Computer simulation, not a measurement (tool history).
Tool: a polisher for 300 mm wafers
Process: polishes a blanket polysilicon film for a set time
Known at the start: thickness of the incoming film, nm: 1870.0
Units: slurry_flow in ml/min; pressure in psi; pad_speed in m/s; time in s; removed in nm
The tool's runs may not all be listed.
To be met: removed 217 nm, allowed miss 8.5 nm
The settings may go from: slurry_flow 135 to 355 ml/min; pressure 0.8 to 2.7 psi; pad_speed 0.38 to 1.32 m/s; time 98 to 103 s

| run | hour | slurry_flow | pressure | pad_speed | time | removed |
|---|---|---|---|---|---|---|
| 1 | 0 | 225 | 1.7 | 0.84 | 98 | 451.73 |
| 2 | 4.8 | 200 | 1.7 | 0.84 | 98 | 448.05 |
| 3 | 5.4 | 200 | 1.4 | 0.8 | 98 | 348.47 |
| 4 | 8.7 | 200 | 1.6 | 0.8 | 98 | 405.72 |
| 5 | 10.4 | 200 | 1.6 | 0.68 | 98 | 354.14 |
| 6 | 19.1 | 200 | 1.6 | 0.68 | 98 | 346.86 |
| 7 | 24.8 | 200 | 1.6 | 0.68 | 98 | 344.9 |
| 8 | 30.9 | 200 | 1.4 | 0.68 | 98 | 303.41 |
| 9 | 35 | 200 | 1.3 | 0.68 | 98 | 276.57 |
| 10 | 43.7 | 200 | 1.2 | 0.68 | 98 | 265.05 |
| 11 | 48.8 | 200 | 1.1 | 0.68 | 98 | 241.39 |

4 next moves are on the table. One of them brings every result within its allowed miss. Which?
| A | 53.9 | 185 | 1 | 0.66 | 102 | ? |
| B | 53.9 | 240 | 1.3 | 0.6 | 103 | ? |
| C | 53.9 | 215 | 1.1 | 0.76 | 103 | ? |
| D | 53.9 | 220 | 1.4 | 0.54 | 103 | ? |

| move | removed |
|---|---|
| A | 223.85 |
| B | 272.03 |
| C | 288.02 |
| D | 261.97 |
A: meets every target
B: further off than the last run
C: further off than the last run
D: further off than the last run
Answer: A
